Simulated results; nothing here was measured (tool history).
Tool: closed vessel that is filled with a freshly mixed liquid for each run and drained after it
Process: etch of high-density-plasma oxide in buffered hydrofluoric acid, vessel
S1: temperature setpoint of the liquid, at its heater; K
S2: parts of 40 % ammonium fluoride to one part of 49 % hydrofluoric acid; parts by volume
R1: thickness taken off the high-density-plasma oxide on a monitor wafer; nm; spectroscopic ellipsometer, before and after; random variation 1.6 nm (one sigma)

{"run": 1, "hour": 0.0, "S1": 295.15, "S2": 10.5, "time in the liquid (s)": 100, "R1": 110.72}
{"run": 2, "hour": 5.1, "S1": 296.65, "S2": 10.5, "time in the liquid (s)": 100, "R1": 120.14}
{"run": 3, "hour": 14.0, "S1": 296.65, "S2": 8.5, "time in the liquid (s)": 100, "R1": 143.41}
{"run": 4, "hour": 21.5, "S1": 298.15, "S2": 8.5, "time in the liquid (s)": 100, "R1": 157.71}
{"run": 5, "hour": 25.1, "S1": 298.15, "S2": 6.5, "time in the liquid (s)": 100, "R1": 200.95}
{"run": 6, "hour": 28.6, "S1": 298.15, "S2": 9, "time in the liquid (s)": 100, "R1": 144.01}
{"run": 7, "hour": 30.4, "S1": 299.15, "S2": 9, "time in the liquid (s)": 100, "R1": 153.6}
{"run": 8, "hour": 36.4, "S1": 299.65, "S2": 9, "time in the liquid (s)": 100, "R1": 159.94}

Forecast run 9:
{"run": 9, "hour": 37.5, "S1": 300.15, "S2": 9, "time in the liquid (s)": 100, "R1": "?"}

{"run 9": {"R1": 158.66}}

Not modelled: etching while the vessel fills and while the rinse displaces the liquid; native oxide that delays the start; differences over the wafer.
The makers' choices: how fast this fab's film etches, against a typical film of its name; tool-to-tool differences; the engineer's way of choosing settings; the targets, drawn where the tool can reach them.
